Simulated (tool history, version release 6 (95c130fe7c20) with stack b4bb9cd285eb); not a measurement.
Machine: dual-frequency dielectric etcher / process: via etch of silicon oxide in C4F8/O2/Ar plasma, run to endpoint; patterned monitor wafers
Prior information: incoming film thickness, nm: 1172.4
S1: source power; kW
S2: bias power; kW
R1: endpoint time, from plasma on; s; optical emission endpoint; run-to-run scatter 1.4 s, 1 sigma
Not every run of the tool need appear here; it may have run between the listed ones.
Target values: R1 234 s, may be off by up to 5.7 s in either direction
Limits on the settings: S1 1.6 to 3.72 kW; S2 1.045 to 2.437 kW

Run 1, day 0: S1 2.66 kW, S2 1.741 kW. Result: R1 209.5 s.
Run 2, day 0.15: S1 2.57 kW, S2 1.722 kW. Result: R1 213.04 s.
Run 3, day 0.45: S1 2.5 kW, S2 1.706 kW. Result: R1 216.51 s.
Run 4, day 0.612: S1 2.5 kW, S2 1.865 kW. Result: R1 209.01 s.
Run 5, day 0.65: S1 2.83 kW, S2 1.865 kW. Result: R1 197.15 s.
Run 6, day 0.708: S1 2.71 kW, S2 1.847 kW. Result: R1 204.51 s.
Run 7, day 0.792: S1 2.61 kW, S2 1.826 kW. Result: R1 209.2 s.
Run 8, day 0.921: S1 2.53 kW, S2 1.812 kW. Result: R1 209.17 s.
Run 9, day 1.112: S1 2.44 kW, S2 1.792 kW. Result: R1 214.72 s.

4 candidate next runs follow, results not yet known. Just one meets every target within its allowed miss. Identify it.
Run A, day 1.304: S1 1.89 kW, S2 1.797 kW. Result: R1 ?.
Run B, day 1.304: S1 2.2 kW, S2 1.884 kW. Result: R1 ?.
Run C, day 1.304: S1 2.21 kW, S2 1.801 kW. Result: R1 ?.
Run D, day 1.304: S1 2.47 kW, S2 1.58 kW. Result: R1 ?.

move      R1
   A  236.27
   B  219.29
   C  222.43
   D  223.14
A: every result lands within tolerance
B: closer than the last run, but not yet in spec
C: closer than the last run, but not yet in spec
D: closer than the last run, but not yet in spec
Correct choice: A, which meets every target
